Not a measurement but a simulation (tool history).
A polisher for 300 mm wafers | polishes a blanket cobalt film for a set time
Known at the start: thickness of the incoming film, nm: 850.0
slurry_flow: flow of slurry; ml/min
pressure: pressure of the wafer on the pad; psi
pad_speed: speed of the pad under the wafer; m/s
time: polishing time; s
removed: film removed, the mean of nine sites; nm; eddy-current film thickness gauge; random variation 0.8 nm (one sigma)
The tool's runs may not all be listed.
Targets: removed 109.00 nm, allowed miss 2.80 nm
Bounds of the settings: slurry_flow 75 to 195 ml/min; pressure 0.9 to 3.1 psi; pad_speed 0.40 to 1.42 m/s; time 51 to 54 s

run  hour  slurry_flow  pressure  pad_speed  time  removed
  1   0.0          125       2.0       0.90    51   196.85
  2   0.9          125       1.8       0.90    51   181.87
  3   9.8          120       1.6       0.88    51   162.40
  4  11.4          140       1.6       0.88    51   166.46
  5  16.9          140       1.6       0.88    51   166.68
  6  18.9          130       1.4       0.86    51   146.58
  7  21.3          125       1.3       0.86    51   135.46
  8  27.6          115       1.2       0.86    51   126.64
  9  29.6          110       1.2       0.86    51   125.52
 10  34.8          110       1.2       0.86    51   125.25
 11  40.0          105       1.2       0.86    51   124.73
 12  45.8          100       1.2       0.86    51   121.68
 13  51.0           95       1.2       0.86    51   122.28
 14  52.0           90       1.2       0.86    51   118.65
 15  58.7           90       1.2       0.86    51   120.60

4 next moves are on the table. One of them brings every result within its allowed miss. Which?
  A  65.4           75       1.1       0.90    54        ?
  B  65.4           95       1.1       0.76    51        ?
  C  65.4          105       1.5       0.64    51        ?
  D  65.4           85       1.1       0.92    51        ?

move  removed
   A   116.57
   B   101.55
   C   109.30
   D   117.83
A: nearer than the last run, and not there yet
B: takes the result that was furthest off past its target
C: meets every target
D: nearer than the last run, and not there yet
The right move is C.

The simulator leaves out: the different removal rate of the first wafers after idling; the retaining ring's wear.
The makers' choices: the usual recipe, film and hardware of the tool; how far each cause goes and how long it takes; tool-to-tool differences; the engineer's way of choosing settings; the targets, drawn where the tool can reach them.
